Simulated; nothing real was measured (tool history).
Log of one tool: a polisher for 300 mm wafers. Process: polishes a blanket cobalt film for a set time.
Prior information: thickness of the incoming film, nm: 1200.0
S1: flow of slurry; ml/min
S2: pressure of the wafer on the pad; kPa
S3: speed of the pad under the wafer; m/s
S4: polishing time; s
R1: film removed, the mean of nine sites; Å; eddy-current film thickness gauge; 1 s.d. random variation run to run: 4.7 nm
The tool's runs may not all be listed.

run 1 hour=0 | S1=315 S2=11.7 S3=0.8 S4=86 | R1=2447.5
run 2 hour=5 | S1=315 S2=12.4 S3=0.8 S4=86 | R1=2517.4
run 3 hour=7.1 | S1=315 S2=13.8 S3=0.8 S4=86 | R1=2860.6
run 4 hour=8.4 | S1=315 S2=13.8 S3=0.6 S4=86 | R1=2168.1
run 5 hour=13.9 | S1=315 S2=13.8 S3=0.72 S4=86 | R1=2511
run 6 hour=17.3 | S1=315 S2=14.5 S3=0.74 S4=86 | R1=2754.9

Run 7 has not been measured yet. What should we expect?
-- hour=20.7 worn pad replaced by a new one
run 7 hour=20.7 | S1=315 S2=15.2 S3=0.74 S4=86 | R1=?

Logged for run 7: R1 3260.5 Å.

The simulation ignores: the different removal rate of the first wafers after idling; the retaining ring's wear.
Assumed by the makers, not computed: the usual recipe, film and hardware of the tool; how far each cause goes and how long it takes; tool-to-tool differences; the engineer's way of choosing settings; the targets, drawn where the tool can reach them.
